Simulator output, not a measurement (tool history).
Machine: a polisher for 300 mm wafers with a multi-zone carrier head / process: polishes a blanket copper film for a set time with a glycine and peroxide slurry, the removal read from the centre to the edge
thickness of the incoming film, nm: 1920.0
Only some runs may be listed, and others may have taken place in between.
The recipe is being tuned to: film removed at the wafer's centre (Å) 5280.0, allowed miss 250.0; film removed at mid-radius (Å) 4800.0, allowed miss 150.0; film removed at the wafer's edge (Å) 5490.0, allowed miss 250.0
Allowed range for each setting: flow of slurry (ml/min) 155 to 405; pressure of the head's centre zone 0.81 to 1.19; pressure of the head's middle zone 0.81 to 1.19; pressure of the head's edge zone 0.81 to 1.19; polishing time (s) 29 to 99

run,hour,flow of slurry (ml/min),pressure of the head's centre zone,pressure of the head's middle zone,pressure of the head's edge zone,polishing time (s),film removed at the wafer's centre (Å),film removed at mid-radius (Å),film removed at the wafer's edge (Å)
1,0.0,260,1.00,1.00,1.00,64,3843.9,3939.6,3715.3
2,6.0,260,1.00,0.98,1.02,67,4015.5,4060.1,3988.8
3,7.3,260,1.00,0.98,1.09,67,4037.1,4048.5,4092.2
4,11.3,315,1.00,0.98,1.09,67,4125.3,4126.2,4163.4
5,17.8,315,1.00,0.97,1.10,69,4356.4,4209.7,4353.6
6,23.3,315,1.00,0.96,1.11,71,4336.5,4324.2,4431.0
7,31.1,315,1.01,0.94,1.12,73,4591.0,4301.4,4649.2
8,31.8,315,1.01,0.94,1.13,74,4520.1,4409.3,4722.4
9,35.1,320,1.02,0.93,1.14,75,4817.8,4487.9,4774.6
10,43.9,325,1.02,0.92,1.15,76,4621.8,4513.5,4815.8

4 next moves are on the table. One of them brings every result within its allowed miss. Which?
A,52.7,360,1.19,1.10,0.94,72,?,?,?
B,52.7,280,0.99,0.87,1.13,87,?,?,?
C,52.7,225,0.88,1.18,0.95,68,?,?,?
D,52.7,320,0.81,0.86,1.19,78,?,?,?

move,film removed at the wafer's centre (Å),film removed at mid-radius (Å),film removed at the wafer's edge (Å)
A,5425.3,4997.9,4189.2
B,5292.0,4841.3,5399.8
C,3567.9,4764.8,3813.9
D,3935.2,4363.5,5012.8
A: misses by more than the last run did
B: every result lands within tolerance
C: misses by more than the last run did
D: misses by more than the last run did
Correct choice: B, which meets every target

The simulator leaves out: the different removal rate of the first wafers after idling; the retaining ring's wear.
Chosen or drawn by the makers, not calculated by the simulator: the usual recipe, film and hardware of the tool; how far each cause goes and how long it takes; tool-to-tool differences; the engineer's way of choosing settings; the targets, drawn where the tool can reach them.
